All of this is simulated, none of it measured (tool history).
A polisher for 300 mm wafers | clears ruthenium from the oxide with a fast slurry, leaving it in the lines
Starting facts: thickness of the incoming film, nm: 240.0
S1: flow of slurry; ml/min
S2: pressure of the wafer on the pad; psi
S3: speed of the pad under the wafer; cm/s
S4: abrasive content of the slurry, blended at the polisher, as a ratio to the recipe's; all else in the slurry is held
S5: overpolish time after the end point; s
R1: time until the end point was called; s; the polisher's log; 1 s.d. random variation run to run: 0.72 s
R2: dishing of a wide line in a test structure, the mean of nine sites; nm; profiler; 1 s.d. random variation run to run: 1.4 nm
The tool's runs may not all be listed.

| run | hour | S1 | S2 | S3 | S4 | S5 | R1 | R2 |
|---|---|---|---|---|---|---|---|---|
| 1 | 0 | 120 | 2.5 | 86 | 1 | 15 | 71.522 | 43.762 |
| 2 | 5.7 | 120 | 2.5 | 96 | 1 | 15 | 64.582 | 48.448 |
| 3 | 13.2 | 115 | 2.7 | 96 | 1 | 16 | 61.688 | 54.029 |
| 4 | 14 | 115 | 2.7 | 82 | 1 | 16 | 68.934 | 48.071 |
| 5 | 20 | 115 | 2.9 | 82 | 1 | 17 | 64.992 | 52.512 |
| 6 | 26.5 | 115 | 3 | 84 | 1 | 18 | 60.853 | 58.457 |
| 7 | 27 | 115 | 3.1 | 86 | 1 | 19 | 57.631 | 63.636 |

Run 8, settings as shown, results not yet in. Your forecast:
| 8 | 29.3 | 115 | 3.7 | 88 | 1 | 24 | ? | ? |

R1: 49.541 s
R2: 90.929 nm
